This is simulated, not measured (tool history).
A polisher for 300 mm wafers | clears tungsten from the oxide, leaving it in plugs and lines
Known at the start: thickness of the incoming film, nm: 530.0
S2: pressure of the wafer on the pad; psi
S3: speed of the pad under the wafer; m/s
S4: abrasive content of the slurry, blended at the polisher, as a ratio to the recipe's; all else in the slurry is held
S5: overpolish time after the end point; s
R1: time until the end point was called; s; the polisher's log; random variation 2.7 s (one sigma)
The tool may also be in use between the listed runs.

Run 1, hour 0.0: flow of slurry (ml/min) 155, S2 4.9 psi, S3 1.08 m/s, S4 1.0, S5 32 s. Result: R1 101.36 s.
Run 2, hour 7.5: flow of slurry (ml/min) 150, S2 4.4 psi, S3 0.96 m/s, S4 1.0, S5 32 s. Result: R1 127.76 s.
Run 3, hour 11.3: flow of slurry (ml/min) 190, S2 4.4 psi, S3 0.96 m/s, S4 1.0, S5 32 s. Result: R1 123.41 s.
Run 4, hour 12.1: flow of slurry (ml/min) 185, S2 4.0 psi, S3 0.88 m/s, S4 1.0, S5 32 s. Result: R1 148.11 s.
Run 5, hour 14.1: flow of slurry (ml/min) 165, S2 4.0 psi, S3 0.88 m/s, S4 1.0, S5 32 s. Result: R1 149.09 s.
Run 6, hour 16.9: flow of slurry (ml/min) 165, S2 3.7 psi, S3 0.82 m/s, S4 1.0, S5 32 s. Result: R1 172.35 s.
At hour 22.0: head pressure recalibrated.
Run 7, hour 22.0: flow of slurry (ml/min) 160, S2 3.4 psi, S3 0.78 m/s, S4 1.0, S5 32 s. Result: R1 172.86 s.

Run 8 comes next. What will it give?
Run 8, hour 27.0: flow of slurry (ml/min) 175, S2 3.2 psi, S3 0.72 m/s, S4 0.9, S5 32 s. Result: R1 ?.

Run 8 gave R1 202.46 s.
